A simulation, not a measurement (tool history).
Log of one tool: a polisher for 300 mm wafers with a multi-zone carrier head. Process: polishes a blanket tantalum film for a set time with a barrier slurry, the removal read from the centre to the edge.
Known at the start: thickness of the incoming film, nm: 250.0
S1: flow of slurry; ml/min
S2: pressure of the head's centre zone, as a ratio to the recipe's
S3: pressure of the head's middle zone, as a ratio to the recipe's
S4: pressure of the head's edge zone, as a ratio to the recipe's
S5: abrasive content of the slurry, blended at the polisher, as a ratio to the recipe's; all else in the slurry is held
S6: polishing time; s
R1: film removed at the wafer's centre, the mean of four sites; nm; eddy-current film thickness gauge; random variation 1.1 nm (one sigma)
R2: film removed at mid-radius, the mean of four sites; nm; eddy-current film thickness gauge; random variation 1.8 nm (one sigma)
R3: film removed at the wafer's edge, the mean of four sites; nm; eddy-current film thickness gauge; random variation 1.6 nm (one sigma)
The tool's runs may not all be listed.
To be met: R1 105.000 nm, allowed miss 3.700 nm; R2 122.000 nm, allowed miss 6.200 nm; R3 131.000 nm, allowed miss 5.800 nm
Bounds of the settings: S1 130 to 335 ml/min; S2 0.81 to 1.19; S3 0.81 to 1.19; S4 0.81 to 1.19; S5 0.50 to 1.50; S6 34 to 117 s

run	hour	S1	S2	S3	S4	S5	S6	R1	R2	R3
1	0.0	215	1.00	1.00	1.00	1.00	75	103.180	96.749	97.472
2	7.2	215	1.00	1.00	1.00	1.15	75	106.250	97.154	102.320
3	9.5	220	0.96	1.04	1.04	1.25	76	105.880	105.070	107.750
4	16.7	175	0.96	1.04	1.04	1.25	76	104.290	99.919	106.150
5	20.0	175	0.96	1.04	1.08	1.25	76	101.240	103.260	105.430
6	21.1	185	0.93	1.03	1.10	1.30	78	105.650	104.890	110.820
7	29.9	170	0.90	1.05	1.12	1.35	80	102.970	111.720	113.960
# hour 37.7: centre zone pressure recalibrated
8	37.7	165	0.88	1.04	1.14	1.40	82	93.457	111.610	122.620
9	44.4	180	0.89	1.04	1.14	1.45	82	96.494	115.330	124.120
10	50.2	185	0.90	1.04	1.14	1.45	82	98.583	116.870	123.780

4 next moves are on the table. One of them brings every result within its allowed miss. Which?
A	56.0	145	0.95	1.15	1.06	1.50	79	?	?	?
B	56.0	160	0.95	1.09	1.19	1.45	86	?	?	?
C	56.0	250	0.90	0.96	1.11	1.35	80	?	?	?
D	56.0	130	1.00	1.05	0.97	1.20	88	?	?	?

move	R1	R2	R3
A	96.636	118.790	109.350
B	106.090	124.360	126.800
C	97.682	108.040	116.830
D	105.460	114.190	109.520
A: further off than the last run
B: meets every target
C: further off than the last run
D: brings the result that was furthest off to its target, and leaves another outside
Move B is the one to make.
